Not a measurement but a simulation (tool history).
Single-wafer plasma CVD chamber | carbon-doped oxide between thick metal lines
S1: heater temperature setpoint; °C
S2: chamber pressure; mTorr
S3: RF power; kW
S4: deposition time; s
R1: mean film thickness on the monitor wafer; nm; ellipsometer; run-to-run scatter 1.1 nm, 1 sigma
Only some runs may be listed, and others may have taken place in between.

run    day   S1    S2     S3    S4      R1
  1      0  340  4140  0.525  73.4  375.41
  2  0.342  331  4140  0.525  73.4  383.94
  3  0.475  331  3650  0.525  73.4  375.93
  4  0.704  335  3650  0.525  73.4  371.34
     0.862  -- capacitance manometer re-zeroed and calibrated
  5  0.862  331  4250  0.535  73.4  397.21
  6  0.912  341  4250  0.535  73.4  386.97

Forecast run 7:
  7  0.942  337  4650  0.54  73.4   ?

{"run 7": {"R1": 399.9}}
